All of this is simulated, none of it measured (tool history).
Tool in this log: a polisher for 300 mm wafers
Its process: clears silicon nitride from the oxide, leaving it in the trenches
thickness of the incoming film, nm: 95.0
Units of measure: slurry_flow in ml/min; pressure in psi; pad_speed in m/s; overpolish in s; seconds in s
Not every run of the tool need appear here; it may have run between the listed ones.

run 1 hour=0.0 | slurry_flow=270 pressure=3.1 pad_speed=1.24 overpolish=4 | seconds=102.070
run 2 hour=3.6 | slurry_flow=270 pressure=2.8 pad_speed=1.24 overpolish=4 | seconds=111.190
run 3 hour=5.0 | slurry_flow=270 pressure=3.2 pad_speed=1.26 overpolish=4 | seconds=96.935
run 4 hour=12.0 | slurry_flow=235 pressure=3.2 pad_speed=1.26 overpolish=4 | seconds=99.839
run 5 hour=19.4 | slurry_flow=235 pressure=3.8 pad_speed=1.26 overpolish=4 | seconds=85.959
-- hour=28.0 head pressure recalibrated
run 6 hour=28.0 | slurry_flow=210 pressure=3.8 pad_speed=1.26 overpolish=4 | seconds=78.282
run 7 hour=33.1 | slurry_flow=205 pressure=3.8 pad_speed=1.26 overpolish=4 | seconds=78.615
run 8 hour=36.9 | slurry_flow=200 pressure=3.8 pad_speed=1.26 overpolish=4 | seconds=78.342

Predict the results of run 9:
run 9 hour=40.7 | slurry_flow=195 pressure=3.8 pad_speed=1.26 overpolish=4 | seconds=?

{"run 9": {"seconds": 80.096}}
